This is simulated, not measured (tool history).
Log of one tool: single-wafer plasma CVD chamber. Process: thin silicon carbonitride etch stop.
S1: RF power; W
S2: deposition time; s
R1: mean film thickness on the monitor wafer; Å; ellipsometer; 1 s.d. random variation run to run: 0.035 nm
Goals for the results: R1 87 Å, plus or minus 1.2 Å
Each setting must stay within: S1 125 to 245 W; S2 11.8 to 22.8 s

| run | hour | S1 | S2 | R1 |
|---|---|---|---|---|
| 1 | 0 | 185 | 17.3 | 102.17 |
| 2 | 7.8 | 185 | 16.1 | 94.564 |
| 3 | 8.3 | 180 | 16.1 | 94.105 |
| 4 | 9.8 | 180 | 13.6 | 79.321 |
| 5 | 10.6 | 185 | 13.6 | 80.301 |
| 6 | 15.5 | 170 | 13.6 | 78.104 |
| 7 | 21.5 | 175 | 13.6 | 78.443 |
| 8 | 23 | 180 | 13.6 | 79.378 |
| 9 | 27.4 | 185 | 13.6 | 79.988 |
| 10 | 32.9 | 190 | 13.6 | 80.658 |

Which one of the following 5 next-run settings gets every result inside its allowed miss? There is exactly one.
| A | 38.4 | 185 | 14.8 | ? |
| B | 38.4 | 200 | 13.7 | ? |
| C | 38.4 | 190 | 12.5 | ? |
| D | 38.4 | 175 | 13.5 | ? |
| E | 38.4 | 160 | 12.8 | ? |

| move | R1 |
|---|---|
| A | 86.736 |
| B | 82.136 |
| C | 73.829 |
| D | 77.848 |
| E | 71.915 |
A: meets every target
B: nearer the targets than the last run, but a result is still out of spec
C: moves away from the targets compared with the last run
D: moves away from the targets compared with the last run
E: moves away from the targets compared with the last run
Answer: A
